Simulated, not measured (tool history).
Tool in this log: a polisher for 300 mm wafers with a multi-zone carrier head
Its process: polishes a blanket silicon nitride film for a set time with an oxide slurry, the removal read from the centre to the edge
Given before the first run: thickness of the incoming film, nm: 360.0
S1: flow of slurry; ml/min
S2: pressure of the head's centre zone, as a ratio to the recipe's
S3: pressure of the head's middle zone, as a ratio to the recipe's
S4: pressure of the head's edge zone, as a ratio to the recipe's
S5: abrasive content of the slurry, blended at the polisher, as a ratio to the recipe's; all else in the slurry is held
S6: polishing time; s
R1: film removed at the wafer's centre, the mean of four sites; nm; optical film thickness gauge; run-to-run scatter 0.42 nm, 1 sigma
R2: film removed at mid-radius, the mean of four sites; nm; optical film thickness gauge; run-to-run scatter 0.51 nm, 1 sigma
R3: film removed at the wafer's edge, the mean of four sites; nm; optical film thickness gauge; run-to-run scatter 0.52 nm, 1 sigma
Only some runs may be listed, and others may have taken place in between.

| run | day | S1 | S2 | S3 | S4 | S5 | S6 | R1 | R2 | R3 |
|---|---|---|---|---|---|---|---|---|---|---|
| 1 | 0.000 | 190 | 1.00 | 1.00 | 1.00 | 1.00 | 48 | 28.161 | 28.379 | 28.067 |
| 2 | 0.129 | 190 | 0.93 | 1.00 | 1.00 | 1.00 | 48 | 26.464 | 27.762 | 27.887 |
| 3 | 0.325 | 190 | 0.93 | 0.94 | 1.00 | 1.00 | 48 | 26.873 | 26.818 | 28.358 |
| 4 | 0.558 | 190 | 0.93 | 0.88 | 1.00 | 1.00 | 48 | 26.560 | 25.088 | 28.413 |
| 5 | 0.654 | 150 | 0.93 | 0.88 | 1.00 | 1.00 | 48 | 25.157 | 25.007 | 27.038 |
| 6 | 0.908 | 150 | 0.93 | 0.88 | 1.00 | 1.00 | 57 | 29.863 | 28.962 | 33.168 |
| 7 | 0.962 | 170 | 0.97 | 0.92 | 1.01 | 1.05 | 57 | 32.414 | 32.177 | 34.161 |
| 8 | 1.133 | 190 | 1.00 | 0.92 | 1.03 | 1.10 | 57 | 35.279 | 33.007 | 36.068 |
| 9 | 1.267 | 205 | 1.02 | 0.94 | 1.04 | 1.15 | 57 | 38.012 | 34.062 | 37.327 |

Run 10, settings as shown, results not yet in. Your forecast:
| 10 | 1.550 | 240 | 1.06 | 1.04 | 1.08 | 1.30 | 58 | ? | ? | ? |

{"run 10": {"R1": 42.817, "R2": 42.281, "R3": 41.516}}
